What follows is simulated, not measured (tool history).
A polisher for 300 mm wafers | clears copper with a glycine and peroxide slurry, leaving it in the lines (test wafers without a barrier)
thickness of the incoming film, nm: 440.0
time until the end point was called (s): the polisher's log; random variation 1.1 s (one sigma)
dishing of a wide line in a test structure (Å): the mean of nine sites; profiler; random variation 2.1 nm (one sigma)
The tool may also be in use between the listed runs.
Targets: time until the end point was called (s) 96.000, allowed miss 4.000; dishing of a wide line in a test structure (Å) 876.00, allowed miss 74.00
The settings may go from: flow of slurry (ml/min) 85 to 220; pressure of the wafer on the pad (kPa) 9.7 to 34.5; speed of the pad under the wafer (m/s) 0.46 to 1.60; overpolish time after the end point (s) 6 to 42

run	day	flow of slurry (ml/min)	pressure of the wafer on the pad (kPa)	speed of the pad under the wafer (m/s)	overpolish time after the end point (s)	time until the end point was called (s)	dishing of a wide line in a test structure (Å)
1	0.000	140	22.1	1.02	21	78.656	758.89
2	0.062	135	21.4	1.02	23	79.483	771.69
3	0.208	135	20.7	1.02	25	83.100	777.40
4	0.488	135	20.7	1.02	31	82.772	888.41
5	0.862	135	23.4	1.02	31	76.047	982.77
6	1.071	135	23.4	1.18	31	64.481	1034.90
7	1.138	135	21.4	1.16	32	71.175	971.34
8	1.271	120	15.2	1.12	38	100.980	878.29
9	1.346	120	15.2	1.12	38	101.830	875.17

5 next moves are on the table. One of them brings every result within its allowed miss. Which?
A	1.421	135	15.9	0.98	42	?	?
B	1.421	85	20.0	1.02	34	?	?
C	1.421	100	19.3	0.76	42	?	?
D	1.421	130	13.8	1.16	41	?	?
E	1.421	160	15.9	0.92	36	?	?

move	time until the end point was called (s)	dishing of a wide line in a test structure (Å)
A	107.630	915.40
B	97.416	884.62
C	121.010	891.64
D	106.020	881.23
E	109.570	833.26
A: further off than the last run
B: meets every target
C: further off than the last run
D: further off than the last run
E: further off than the last run
Move B is the one to make.
